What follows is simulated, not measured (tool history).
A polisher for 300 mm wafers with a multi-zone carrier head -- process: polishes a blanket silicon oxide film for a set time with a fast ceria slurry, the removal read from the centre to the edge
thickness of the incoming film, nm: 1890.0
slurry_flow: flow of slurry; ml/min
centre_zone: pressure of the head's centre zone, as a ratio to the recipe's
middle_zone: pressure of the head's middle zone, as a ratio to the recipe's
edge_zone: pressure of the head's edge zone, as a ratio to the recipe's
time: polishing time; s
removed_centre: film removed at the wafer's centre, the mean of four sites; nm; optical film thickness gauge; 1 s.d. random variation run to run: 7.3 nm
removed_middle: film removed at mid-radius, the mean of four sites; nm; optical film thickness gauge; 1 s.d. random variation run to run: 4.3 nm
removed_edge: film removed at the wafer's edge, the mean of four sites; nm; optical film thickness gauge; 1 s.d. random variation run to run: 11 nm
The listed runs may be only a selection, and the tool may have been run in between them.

Run 1, hour 0.0: slurry_flow 155 ml/min, centre_zone 1.00, middle_zone 1.00, edge_zone 1.00, time 34 s. Result: removed_centre 520.18 nm, removed_middle 518.07 nm, removed_edge 519.50 nm.
Run 2, hour 2.0: slurry_flow 155 ml/min, centre_zone 1.00, middle_zone 1.00, edge_zone 1.08, time 34 s. Result: removed_centre 529.29 nm, removed_middle 522.60 nm, removed_edge 538.20 nm.
Run 3, hour 3.2: slurry_flow 155 ml/min, centre_zone 1.00, middle_zone 1.00, edge_zone 1.08, time 42 s. Result: removed_centre 649.56 nm, removed_middle 649.17 nm, removed_edge 637.90 nm.
Run 4, hour 11.2: slurry_flow 165 ml/min, centre_zone 1.02, middle_zone 0.99, edge_zone 1.10, time 42 s. Result: removed_centre 674.11 nm, removed_middle 635.93 nm, removed_edge 647.25 nm.
Run 5, hour 14.6: slurry_flow 170 ml/min, centre_zone 1.03, middle_zone 0.99, edge_zone 1.11, time 42 s. Result: removed_centre 673.37 nm, removed_middle 638.99 nm, removed_edge 674.35 nm.
Run 6, hour 18.5: slurry_flow 195 ml/min, centre_zone 1.03, middle_zone 0.99, edge_zone 1.11, time 42 s. Result: removed_centre 701.35 nm, removed_middle 668.49 nm, removed_edge 696.65 nm.

Forecast run 7:
Run 7, hour 26.6: slurry_flow 200 ml/min, centre_zone 1.05, middle_zone 0.99, edge_zone 1.10, time 42 s. Result: removed_centre ?, removed_middle ?, removed_edge ?.

removed_centre: 718.34 nm
removed_middle: 668.47 nm
removed_edge: 690.21 nm
